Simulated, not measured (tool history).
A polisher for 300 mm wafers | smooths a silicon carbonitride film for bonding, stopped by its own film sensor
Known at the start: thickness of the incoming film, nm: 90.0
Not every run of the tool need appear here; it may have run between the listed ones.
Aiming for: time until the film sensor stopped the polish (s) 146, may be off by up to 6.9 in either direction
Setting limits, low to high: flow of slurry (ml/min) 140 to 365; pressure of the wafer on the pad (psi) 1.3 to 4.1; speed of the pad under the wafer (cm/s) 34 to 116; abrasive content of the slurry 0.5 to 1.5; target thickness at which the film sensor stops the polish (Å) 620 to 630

run  hour  flow of slurry (ml/min)  pressure of the wafer on the pad (psi)  speed of the pad under the wafer (cm/s)  abrasive content of the slurry  target thickness at which the film sensor stops the polish (Å)  time until the film sensor stopped the polish (s)
  1     0                      235                                     2.7                                       74                               1                                                             630                                             95.022
  2     4                      235                                     2.7                                       74                               1                                                             620                                             97.913
  3  12.9                      235                                     2.7                                       74                               1                                                             630                                              96.63
  4  21.3                      185                                     2.7                                       74                               1                                                             630                                             98.711
  5  23.1                      185                                     2.6                                       74                               1                                                             630                                             101.02
  6  25.5                      185                                     3.1                                       74                               1                                                             630                                             87.063
  7  27.4                      185                                     2.9                                       74                               1                                                             630                                              90.08
  8  31.2                      185                                     2.2                                       64                               1                                                             630                                             133.37
  9  38.9                      185                                     2.1                                       64                               1                                                             630                                             136.23

Below are 4 possible settings for the next run. Only one of them brings all results inside the allowed miss of their targets. Which is it?
  A  46.6                      190                                     2.2                                       66                            1.05                                                             630                                                  ?
  B  46.6                      180                                     2.4                                       62                             0.9                                                             630                                                  ?
  C  46.6                      185                                     2.2                                       60                            0.95                                                             620                                                  ?
  D  46.6                      170                                     1.8                                       58                               1                                                             630                                                  ?

move  time until the film sensor stopped the polish (s)
   A                                             124.47
   B                                             129.98
   C                                             144.89
   D                                             168.62
A: the biggest miss grows against the last run
B: the biggest miss grows against the last run
C: each result inside its tolerance
D: the result that was furthest off in the last run now lies on the other side of its target
Move C is the one to make.
